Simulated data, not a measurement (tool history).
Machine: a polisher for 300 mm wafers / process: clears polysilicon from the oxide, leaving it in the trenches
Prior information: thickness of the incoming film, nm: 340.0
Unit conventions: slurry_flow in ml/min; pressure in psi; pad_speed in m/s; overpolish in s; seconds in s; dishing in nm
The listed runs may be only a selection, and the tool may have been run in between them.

run,hour,slurry_flow,pressure,pad_speed,overpolish,seconds,dishing
1,0,225,2,1.16,28,28.209,47.239
2,6.3,225,2,1.16,21,28.233,45.357
3,6.9,225,2,1.32,21,26.257,45.487
4,10.6,225,2,1.32,26,25.819,45.027
5,17.1,245,2,1.32,26,25.796,46.672
6,20.8,245,2,1.52,26,23.355,47.361
7,22.7,225,1.8,1.48,23,25.801,45.409
8,30.3,215,1.6,1.44,21,29.714,46.483
9,36,200,1.6,1.36,19,31.695,45.793
10,39,190,1.6,1.3,17,33.385,44.019
11,44.5,180,1.6,1.28,15,33.927,43.067
12,52.9,175,1.6,1.28,14,33.405,42.889
13,55.3,170,1.5,1.26,13,36.078,42.346

For run 14, what comes out?
14,58.2,170,1.5,1.26,13,?,?

{"run 14": {"seconds": 36.825, "dishing": 42.848}}
